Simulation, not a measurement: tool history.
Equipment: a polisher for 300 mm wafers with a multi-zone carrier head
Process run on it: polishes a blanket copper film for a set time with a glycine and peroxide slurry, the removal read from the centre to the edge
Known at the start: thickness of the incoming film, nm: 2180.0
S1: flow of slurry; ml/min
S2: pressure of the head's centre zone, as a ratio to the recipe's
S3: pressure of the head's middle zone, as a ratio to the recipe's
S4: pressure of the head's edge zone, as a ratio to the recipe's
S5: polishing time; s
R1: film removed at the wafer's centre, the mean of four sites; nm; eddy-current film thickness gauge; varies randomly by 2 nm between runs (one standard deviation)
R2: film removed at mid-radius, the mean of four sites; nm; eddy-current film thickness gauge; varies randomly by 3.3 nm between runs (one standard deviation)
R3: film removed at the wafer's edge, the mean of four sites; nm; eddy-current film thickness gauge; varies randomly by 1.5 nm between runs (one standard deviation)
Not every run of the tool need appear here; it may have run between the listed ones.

| run | hour | S1 | S2 | S3 | S4 | S5 | R1 | R2 | R3 |
|---|---|---|---|---|---|---|---|---|---|
| 1 | 0.0 | 270 | 1.00 | 1.00 | 1.00 | 46 | 167.18 | 170.31 | 170.37 |
| 2 | 4.6 | 285 | 1.04 | 1.03 | 1.04 | 49 | 187.39 | 191.76 | 186.93 |
| 3 | 12.6 | 295 | 1.08 | 1.03 | 1.07 | 51 | 205.08 | 199.39 | 198.45 |
| 4 | 18.6 | 295 | 1.08 | 1.11 | 1.07 | 51 | 204.74 | 207.39 | 199.40 |
| 5 | 23.7 | 295 | 1.02 | 1.11 | 1.07 | 51 | 189.70 | 209.78 | 196.08 |
| 6 | 25.6 | 295 | 1.02 | 1.11 | 1.07 | 46 | 172.37 | 190.20 | 177.55 |
| 7 | 33.9 | 305 | 1.06 | 1.11 | 1.10 | 48 | 190.74 | 193.36 | 191.23 |

What does the tool deliver on the next run?
| 8 | 36.3 | 350 | 1.16 | 1.19 | 1.12 | 57 | ? | ? | ? |

{"run 8": {"R1": 253.08, "R2": 251.73, "R3": 232.82}}
